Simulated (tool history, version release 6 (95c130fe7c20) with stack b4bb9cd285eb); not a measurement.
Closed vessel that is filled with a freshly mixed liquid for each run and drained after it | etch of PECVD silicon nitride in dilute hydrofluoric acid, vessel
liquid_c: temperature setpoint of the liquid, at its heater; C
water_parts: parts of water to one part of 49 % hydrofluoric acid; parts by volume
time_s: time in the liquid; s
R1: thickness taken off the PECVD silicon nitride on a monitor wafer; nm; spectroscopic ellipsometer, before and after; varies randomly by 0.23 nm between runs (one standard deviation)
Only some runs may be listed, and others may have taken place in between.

run 1 hour=0.0 | liquid_c=24.0 water_parts=160 time_s=2470 | R1=96.872
run 2 hour=8.3 | liquid_c=27.5 water_parts=160 time_s=2470 | R1=120.690
run 3 hour=10.8 | liquid_c=27.5 water_parts=160 time_s=2470 | R1=120.800
run 4 hour=19.3 | liquid_c=25.5 water_parts=160 time_s=2470 | R1=106.030
run 5 hour=24.5 | liquid_c=25.5 water_parts=160 time_s=2470 | R1=105.950
run 6 hour=31.5 | liquid_c=22.5 water_parts=160 time_s=2470 | R1=87.091

For run 7, what comes out?
run 7 hour=37.8 | liquid_c=22.5 water_parts=160 time_s=2470 | R1=?

Run 7 produced R1 87.446 nm.
